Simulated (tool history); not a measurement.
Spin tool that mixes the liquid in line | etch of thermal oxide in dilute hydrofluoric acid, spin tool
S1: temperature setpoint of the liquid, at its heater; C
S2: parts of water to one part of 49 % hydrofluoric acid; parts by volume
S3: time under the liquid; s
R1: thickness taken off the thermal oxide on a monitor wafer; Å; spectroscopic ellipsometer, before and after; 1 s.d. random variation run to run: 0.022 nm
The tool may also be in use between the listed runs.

run	hour	S1	S2	S3	R1
1	0.0	25.0	75	55	40.134
2	8.8	25.0	75	35	25.536
3	17.5	25.0	50	35	38.969
4	19.4	25.0	20	35	101.530
5	25.1	25.0	20	55	156.250
6	29.8	25.0	20	35	101.130
7	37.3	23.5	30	35	62.405
8	38.9	22.0	30	35	59.528
9	44.0	21.0	35	35	48.833

The next listed run, before its measurement:
10	50.4	17.0	65	35	?

{"run 10": {"R1": 20.728}}
